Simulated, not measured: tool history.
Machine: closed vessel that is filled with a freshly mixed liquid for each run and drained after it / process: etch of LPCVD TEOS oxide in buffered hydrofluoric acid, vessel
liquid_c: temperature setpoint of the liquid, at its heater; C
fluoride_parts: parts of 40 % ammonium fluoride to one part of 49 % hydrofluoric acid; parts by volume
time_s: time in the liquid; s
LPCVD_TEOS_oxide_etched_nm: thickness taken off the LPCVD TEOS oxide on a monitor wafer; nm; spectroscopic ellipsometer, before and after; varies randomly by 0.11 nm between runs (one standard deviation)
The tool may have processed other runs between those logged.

{"run": 1, "hour": 0.0, "liquid_c": 21, "fluoride_parts": 20.5, "time_s": 30, "LPCVD_TEOS_oxide_etched_nm": 27.936}
{"run": 2, "hour": 8.6, "liquid_c": 21, "fluoride_parts": 23, "time_s": 30, "LPCVD_TEOS_oxide_etched_nm": 25.859}
{"run": 3, "hour": 13.8, "liquid_c": 20, "fluoride_parts": 23, "time_s": 30, "LPCVD_TEOS_oxide_etched_nm": 24.769}
{"run": 4, "hour": 22.6, "liquid_c": 20, "fluoride_parts": 17.5, "time_s": 30, "LPCVD_TEOS_oxide_etched_nm": 30.862}
{"run": 5, "hour": 31.8, "liquid_c": 19, "fluoride_parts": 19, "time_s": 30, "LPCVD_TEOS_oxide_etched_nm": 26.78}
{"run": 6, "hour": 37.2, "liquid_c": 19, "fluoride_parts": 19, "time_s": 30, "LPCVD_TEOS_oxide_etched_nm": 26.877}
{"run": 7, "hour": 40.5, "liquid_c": 18.5, "fluoride_parts": 20, "time_s": 30, "LPCVD_TEOS_oxide_etched_nm": 24.708}
{"run": 8, "hour": 42.3, "liquid_c": 18.5, "fluoride_parts": 20, "time_s": 30, "LPCVD_TEOS_oxide_etched_nm": 24.772}

Estimate the outcome of run 9 from the log above:
{"run": 9, "hour": 49.7, "liquid_c": 18, "fluoride_parts": 20.5, "time_s": 30, "LPCVD_TEOS_oxide_etched_nm": "?"}

LPCVD_TEOS_oxide_etched_nm: 23.482 nm
